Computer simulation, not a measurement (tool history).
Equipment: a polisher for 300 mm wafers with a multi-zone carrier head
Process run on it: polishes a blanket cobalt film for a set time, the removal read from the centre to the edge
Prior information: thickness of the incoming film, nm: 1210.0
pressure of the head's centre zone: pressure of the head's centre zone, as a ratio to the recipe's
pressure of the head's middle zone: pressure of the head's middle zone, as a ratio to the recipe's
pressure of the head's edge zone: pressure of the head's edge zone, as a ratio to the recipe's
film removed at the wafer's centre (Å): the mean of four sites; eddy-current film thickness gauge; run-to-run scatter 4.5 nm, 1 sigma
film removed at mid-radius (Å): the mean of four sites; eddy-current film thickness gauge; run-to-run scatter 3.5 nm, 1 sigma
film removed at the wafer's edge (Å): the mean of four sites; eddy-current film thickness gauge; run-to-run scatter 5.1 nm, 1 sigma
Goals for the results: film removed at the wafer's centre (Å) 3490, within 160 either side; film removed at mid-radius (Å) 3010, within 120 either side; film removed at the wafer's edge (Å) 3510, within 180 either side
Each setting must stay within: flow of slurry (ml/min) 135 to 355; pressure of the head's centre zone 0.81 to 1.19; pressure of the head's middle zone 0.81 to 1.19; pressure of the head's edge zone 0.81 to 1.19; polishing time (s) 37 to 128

run,hour,flow of slurry (ml/min),pressure of the head's centre zone,pressure of the head's middle zone,pressure of the head's edge zone,polishing time (s),film removed at the wafer's centre (Å),film removed at mid-radius (Å),film removed at the wafer's edge (Å)
1,0,225,1,1,1,82,4062.5,4238,4371.2
2,3.8,225,1,1,1,67,3374.1,3527.3,3632.1
3,7.6,220,1.01,0.98,1,67,3383.2,3478.3,3542.5
4,15.7,220,1.01,0.98,1.07,67,3433.7,3416.6,3610.6
5,21.9,255,1.01,0.98,1.07,67,3524.8,3512.5,3723.8
6,27.4,255,1.01,0.98,1.12,67,3592.8,3610.6,3837.8
7,31.4,245,1.02,0.96,1.12,67,3537.3,3465.2,3935.9
8,36,240,1.04,0.95,1.1,66,3496.3,3359.5,3816.3
9,38,240,1.06,0.95,1.08,65,3519.3,3300.3,3677.3
10,43.4,235,1.07,0.94,1.07,65,3552.9,3283.6,3525.4
11,45.6,230,1.07,0.93,1.07,65,3496.3,3253.9,3584.9
12,53.9,225,1.08,0.92,1.07,65,3628.4,3238.7,3610.5
13,54.4,220,1.08,0.91,1.07,65,3484.3,3214.2,3673
14,58.9,220,1.09,0.9,1.07,64,3548.8,3168.3,3574.7

Next run, 4 choices. One meets every target within its allowed miss, the rest don't. Which?
A,63.4,195,0.97,0.99,0.92,68,?,?,?
B,63.4,225,1.05,0.95,1.06,67,?,?,?
C,63.4,215,1.1,0.86,1.07,64,?,?,?
D,63.4,235,1.03,0.98,0.98,65,?,?,?

move,film removed at the wafer's centre (Å),film removed at mid-radius (Å),film removed at the wafer's edge (Å)
A,3284.8,3442.7,3436.5
B,3591.9,3383.9,3685.2
C,3567.8,3036.2,3522.3
D,3441.1,3363,3455.5
A: its largest miss is bigger than the last run's
B: its largest miss is bigger than the last run's
C: all results land within tolerance of their targets
D: its largest miss is bigger than the last run's
So the answer is move C, the one that meets all the targets.

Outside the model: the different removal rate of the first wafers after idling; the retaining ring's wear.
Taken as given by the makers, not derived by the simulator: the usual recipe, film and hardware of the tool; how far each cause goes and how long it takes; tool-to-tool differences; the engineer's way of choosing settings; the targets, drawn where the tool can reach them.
